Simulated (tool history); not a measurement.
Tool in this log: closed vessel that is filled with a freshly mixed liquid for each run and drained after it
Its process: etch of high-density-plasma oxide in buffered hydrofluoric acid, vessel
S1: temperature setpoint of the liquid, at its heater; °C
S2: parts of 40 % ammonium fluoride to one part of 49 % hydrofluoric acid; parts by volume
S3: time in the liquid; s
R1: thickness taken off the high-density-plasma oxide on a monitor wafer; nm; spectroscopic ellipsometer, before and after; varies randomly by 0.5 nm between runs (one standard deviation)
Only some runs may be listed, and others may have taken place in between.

| run | hour | S1 | S2 | S3 | R1 |
|---|---|---|---|---|---|
| 1 | 0.0 | 24.0 | 15.5 | 95 | 100.150 |
| 2 | 2.0 | 24.0 | 12.0 | 95 | 128.730 |
| 3 | 8.9 | 24.0 | 8.0 | 95 | 187.860 |
| 4 | 10.8 | 23.0 | 9.5 | 95 | 151.190 |
| 5 | 11.9 | 26.5 | 9.5 | 95 | 183.610 |
| 6 | 16.3 | 26.5 | 7.0 | 95 | 248.990 |
| 7 | 21.9 | 25.0 | 8.5 | 95 | 183.820 |
| 8 | 26.7 | 23.5 | 9.5 | 95 | 154.670 |
| 9 | 28.6 | 22.5 | 10.5 | 95 | 137.490 |
| 10 | 32.3 | 21.5 | 11.5 | 95 | 118.590 |
| 11 | 37.6 | 20.5 | 12.5 | 95 | 101.880 |
| 12 | 41.7 | 20.0 | 13.0 | 95 | 96.539 |

Forecast run 13:
| 13 | 46.0 | 17.0 | 18.0 | 95 | ? |

R1: 59.225 nm
